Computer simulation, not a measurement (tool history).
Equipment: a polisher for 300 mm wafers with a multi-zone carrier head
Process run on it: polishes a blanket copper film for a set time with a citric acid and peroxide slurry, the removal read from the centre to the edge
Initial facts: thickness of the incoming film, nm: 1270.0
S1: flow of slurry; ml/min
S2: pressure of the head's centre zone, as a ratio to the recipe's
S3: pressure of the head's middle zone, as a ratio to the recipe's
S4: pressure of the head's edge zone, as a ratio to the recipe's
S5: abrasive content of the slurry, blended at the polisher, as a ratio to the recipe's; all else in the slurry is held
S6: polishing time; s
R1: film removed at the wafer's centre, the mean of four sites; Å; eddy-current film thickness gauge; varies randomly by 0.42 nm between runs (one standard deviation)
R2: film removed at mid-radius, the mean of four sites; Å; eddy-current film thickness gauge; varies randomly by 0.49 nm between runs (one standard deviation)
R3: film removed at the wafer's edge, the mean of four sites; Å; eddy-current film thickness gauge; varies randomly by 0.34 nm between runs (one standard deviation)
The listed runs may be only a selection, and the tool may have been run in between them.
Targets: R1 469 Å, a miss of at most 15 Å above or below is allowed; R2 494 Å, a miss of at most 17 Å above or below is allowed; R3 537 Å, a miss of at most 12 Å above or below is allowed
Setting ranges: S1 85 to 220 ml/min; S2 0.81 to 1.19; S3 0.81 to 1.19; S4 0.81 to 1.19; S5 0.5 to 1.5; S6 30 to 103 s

Run 1, hour 0: S1 140 ml/min, S2 1, S3 1, S4 1, S5 1, S6 66 s. Result: R1 910.01 Å, R2 951.07 Å, R3 878.92 Å.
Run 2, hour 7: S1 160 ml/min, S2 1, S3 1, S4 1, S5 1, S6 66 s. Result: R1 940.73 Å, R2 950.79 Å, R3 897.19 Å.
Run 3, hour 13.6: S1 160 ml/min, S2 1, S3 1, S4 1, S5 1.1, S6 66 s. Result: R1 963.31 Å, R2 975.51 Å, R3 922.92 Å.
Run 4, hour 21.1: S1 160 ml/min, S2 1, S3 1, S4 1.06, S5 1.1, S6 66 s. Result: R1 959.61 Å, R2 972.16 Å, R3 932.39 Å.
Run 5, hour 29.3: S1 160 ml/min, S2 1, S3 1, S4 1.06, S5 1.1, S6 59 s. Result: R1 859.23 Å, R2 877.1 Å, R3 847.99 Å.
Run 6, hour 31.7: S1 150 ml/min, S2 0.97, S3 0.95, S4 1.05, S5 0.95, S6 54 s. Result: R1 719.43 Å, R2 734.93 Å, R3 741.2 Å.
At hour 34.1: edge zone pressure recalibrated.
Run 7, hour 34.1: S1 140 ml/min, S2 0.94, S3 0.92, S4 1.03, S5 0.8, S6 51 s. Result: R1 643.22 Å, R2 639.96 Å, R3 675.64 Å.
Run 8, hour 41.1: S1 130 ml/min, S2 0.91, S3 0.91, S4 1, S5 0.7, S6 50 s. Result: R1 579.85 Å, R2 587.73 Å, R3 625.88 Å.
Run 9, hour 48: S1 120 ml/min, S2 0.88, S3 0.9, S4 0.96, S5 0.65, S6 50 s. Result: R1 555.06 Å, R2 570.65 Å, R3 597.42 Å.
Run 10, hour 57: S1 110 ml/min, S2 0.86, S3 0.89, S4 0.95, S5 0.6, S6 50 s. Result: R1 521.98 Å, R2 539.36 Å, R3 574.03 Å.

Pick the move, out of 4, that brings all results within their allowed miss; only one does.
Run A, hour 66: S1 145 ml/min, S2 1.13, S3 0.84, S4 0.81, S5 0.6, S6 48 s. Result: R1 ?, R2 ?, R3 ?.
Run B, hour 66: S1 85 ml/min, S2 1, S3 0.9, S4 1.04, S5 0.5, S6 49 s. Result: R1 ?, R2 ?, R3 ?.
Run C, hour 66: S1 140 ml/min, S2 1.01, S3 1, S4 0.83, S5 0.6, S6 48 s. Result: R1 ?, R2 ?, R3 ?.
Run D, hour 66: S1 85 ml/min, S2 0.88, S3 0.9, S4 0.97, S5 0.6, S6 48 s. Result: R1 ?, R2 ?, R3 ?.

move      R1      R2      R3
   A  628.82  525.09  531.96
   B  495.46  476.85  533.78
   C   585.4  597.98  534.09
   D  474.93  490.53  530.63
A: moves away from the targets compared with the last run
B: nearer than the last run, and not there yet
C: moves away from the targets compared with the last run
D: all results land within tolerance of their targets
Answer: D

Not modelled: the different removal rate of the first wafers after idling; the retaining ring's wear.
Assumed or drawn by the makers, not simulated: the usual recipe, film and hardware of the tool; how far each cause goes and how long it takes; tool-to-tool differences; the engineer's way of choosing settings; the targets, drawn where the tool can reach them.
